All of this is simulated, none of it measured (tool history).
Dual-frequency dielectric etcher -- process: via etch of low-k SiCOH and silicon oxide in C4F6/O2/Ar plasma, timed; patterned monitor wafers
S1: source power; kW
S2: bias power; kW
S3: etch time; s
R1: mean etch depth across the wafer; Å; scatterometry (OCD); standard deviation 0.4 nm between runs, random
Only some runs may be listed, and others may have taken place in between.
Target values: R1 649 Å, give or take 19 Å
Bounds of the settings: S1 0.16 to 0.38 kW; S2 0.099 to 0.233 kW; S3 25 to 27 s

run	hour	S1	S2	S3	R1
1	0	0.27	0.166	27	578.44
2	2.9	0.27	0.195	27	593.85
3	7.3	0.28	0.198	27	615.06
4	9.6	0.28	0.216	27	615.61
5	17	0.28	0.216	25	586.05
6	17.8	0.25	0.216	25	539.02
7	21.9	0.27	0.218	25	565.37
8	25.8	0.28	0.219	25	580.39

Consider the 5 candidate settings below. Which is the only one whose results all fall within their allowed miss of target?
A	29.7	0.31	0.22	25	?
B	29.7	0.28	0.201	26.5	?
C	29.7	0.27	0.233	26.5	?
D	29.7	0.34	0.209	25.5	?
E	29.7	0.28	0.233	26	?

move	R1
A	612.32
B	599.9
C	613.2
D	645.55
E	613.52
A: closes in on the targets versus the last run, not all within tolerance yet
B: closes in on the targets versus the last run, not all within tolerance yet
C: closes in on the targets versus the last run, not all within tolerance yet
D: all results land within tolerance of their targets
E: closes in on the targets versus the last run, not all within tolerance yet
So the answer is move D, the one that meets all the targets.
